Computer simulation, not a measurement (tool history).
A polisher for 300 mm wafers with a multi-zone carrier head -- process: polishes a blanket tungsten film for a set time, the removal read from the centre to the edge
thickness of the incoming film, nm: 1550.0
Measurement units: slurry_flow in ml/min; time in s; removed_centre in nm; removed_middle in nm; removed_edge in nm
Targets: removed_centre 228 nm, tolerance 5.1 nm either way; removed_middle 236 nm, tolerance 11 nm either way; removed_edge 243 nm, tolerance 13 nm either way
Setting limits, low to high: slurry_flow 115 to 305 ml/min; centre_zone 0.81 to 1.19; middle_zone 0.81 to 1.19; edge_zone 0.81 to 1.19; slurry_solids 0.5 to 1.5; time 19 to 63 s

run  hour  slurry_flow  centre_zone  middle_zone  edge_zone  slurry_solids  time  removed_centre  removed_middle  removed_edge
  1     0          195            1            1          1              1    41          192.33          196.61        198.59
  2     3          165            1            1          1              1    41           184.7          185.89        200.22
  3  10.2          175         1.01         1.02       1.04            1.1    41          193.71          193.15         204.5
  4    13          175         1.01         1.06       1.04            1.1    41          192.92          199.56        207.44
  5  17.9          175         1.01         1.06       0.99            1.1    41          193.95          199.84        198.42
  6  20.6          175         1.01          1.1       0.99            1.1    41          193.33          205.84        198.15
  7  25.9          195         1.01          1.1       1.04           1.15    41          199.89           209.8        208.66
     32.4  -- slurry nozzle cleaned
  8  32.4          215         1.01         1.11       1.08            1.2    41          212.31          229.79         226.3
  9  40.4          225         1.02          1.1       1.09            1.2    41          218.82          233.39        219.53
 10  41.1          225         1.02         1.09       1.11           1.25    41          217.61          226.85         239.6
 11  42.9          230         1.02         1.09       1.11           1.25    41          221.02          229.19        230.51
 12  44.5          235         1.02         1.09       1.12           1.25    41          222.68          227.17        236.94
 13  52.6          240         1.02         1.09       1.12           1.25    41          221.52          230.05        237.24
 14  60.8          245         1.02         1.09       1.12           1.25    41          223.27          231.58        237.53
 15    65          250         1.02         1.09       1.12           1.25    41          222.78          229.78        233.61

Consider the 4 candidate settings below. Which is the only one whose results all fall within their allowed miss of target?
  A  69.2          270         0.97         1.08       1.18            1.5    40               ?               ?             ?
  B  69.2          270         1.01         1.06       1.16           1.25    42               ?               ?             ?
  C  69.2          210         0.97          1.1       1.13           1.15    43               ?               ?             ?
  D  69.2          250         0.98         1.09       1.18            1.4    39               ?               ?             ?

move  removed_centre  removed_middle  removed_edge
   A          214.02          237.14         248.3
   B           226.1          236.77        249.78
   C          211.65          239.04        242.69
   D          206.09             228        237.33
A: its largest miss is bigger than the last run's
B: every result lands within tolerance
C: its largest miss is bigger than the last run's
D: its largest miss is bigger than the last run's
The right move is B.

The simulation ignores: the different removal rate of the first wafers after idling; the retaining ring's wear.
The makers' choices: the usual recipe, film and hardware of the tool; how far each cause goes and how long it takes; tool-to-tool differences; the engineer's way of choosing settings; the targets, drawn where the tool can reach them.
